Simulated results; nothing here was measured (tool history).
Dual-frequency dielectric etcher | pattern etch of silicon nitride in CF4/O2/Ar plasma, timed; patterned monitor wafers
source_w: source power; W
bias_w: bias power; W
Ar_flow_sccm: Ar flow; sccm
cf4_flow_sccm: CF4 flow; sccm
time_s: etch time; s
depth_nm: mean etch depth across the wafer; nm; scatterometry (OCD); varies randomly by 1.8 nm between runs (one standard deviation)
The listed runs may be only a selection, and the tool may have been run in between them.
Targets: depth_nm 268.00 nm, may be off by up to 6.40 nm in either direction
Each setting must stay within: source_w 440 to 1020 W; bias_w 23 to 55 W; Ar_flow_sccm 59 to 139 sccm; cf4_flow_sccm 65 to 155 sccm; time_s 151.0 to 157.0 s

{"run": 1, "hour": 0.0, "source_w": 730, "bias_w": 39, "Ar_flow_sccm": 99, "cf4_flow_sccm": 110, "time_s": 151.0, "depth_nm": 423.41}
{"run": 2, "hour": 5.4, "source_w": 650, "bias_w": 39, "Ar_flow_sccm": 99, "cf4_flow_sccm": 110, "time_s": 151.0, "depth_nm": 374.75}
{"run": 3, "hour": 8.1, "source_w": 650, "bias_w": 39, "Ar_flow_sccm": 108, "cf4_flow_sccm": 110, "time_s": 151.0, "depth_nm": 365.72}
{"run": 4, "hour": 15.8, "source_w": 650, "bias_w": 42, "Ar_flow_sccm": 108, "cf4_flow_sccm": 110, "time_s": 151.0, "depth_nm": 384.74}
{"run": 5, "hour": 18.9, "source_w": 610, "bias_w": 41, "Ar_flow_sccm": 109, "cf4_flow_sccm": 110, "time_s": 151.0, "depth_nm": 353.57}
{"run": 6, "hour": 27.2, "source_w": 580, "bias_w": 41, "Ar_flow_sccm": 109, "cf4_flow_sccm": 110, "time_s": 151.0, "depth_nm": 336.55}
{"run": 7, "hour": 30.1, "source_w": 550, "bias_w": 41, "Ar_flow_sccm": 109, "cf4_flow_sccm": 110, "time_s": 151.0, "depth_nm": 312.22}
{"run": 8, "hour": 33.3, "source_w": 530, "bias_w": 41, "Ar_flow_sccm": 109, "cf4_flow_sccm": 110, "time_s": 151.0, "depth_nm": 301.77}
{"run": 9, "hour": 35.8, "source_w": 520, "bias_w": 41, "Ar_flow_sccm": 109, "cf4_flow_sccm": 110, "time_s": 151.0, "depth_nm": 292.86}
{"run": 10, "hour": 41.7, "source_w": 510, "bias_w": 41, "Ar_flow_sccm": 109, "cf4_flow_sccm": 110, "time_s": 151.0, "depth_nm": 291.41}

Exactly one of the 4 candidate moves below puts every result within its allowed miss. Which one?
{"run": "A", "hour": 47.6, "source_w": 470, "bias_w": 40, "Ar_flow_sccm": 116, "cf4_flow_sccm": 105, "time_s": 151.0, "depth_nm": "?"}
{"run": "B", "hour": 47.6, "source_w": 540, "bias_w": 31, "Ar_flow_sccm": 120, "cf4_flow_sccm": 105, "time_s": 157.0, "depth_nm": "?"}
{"run": "C", "hour": 47.6, "source_w": 540, "bias_w": 40, "Ar_flow_sccm": 117, "cf4_flow_sccm": 104, "time_s": 156.5, "depth_nm": "?"}
{"run": "D", "hour": 47.6, "source_w": 470, "bias_w": 35, "Ar_flow_sccm": 99, "cf4_flow_sccm": 117, "time_s": 157.0, "depth_nm": "?"}

move=A depth_nm=255.79
move=B depth_nm=267.71
move=C depth_nm=310.99
move=D depth_nm=255.38
A: takes the biggest miss from the last run beyond its target
B: all results land within tolerance of their targets
C: moves away from the targets compared with the last run
D: takes the biggest miss from the last run beyond its target
B meets every target.
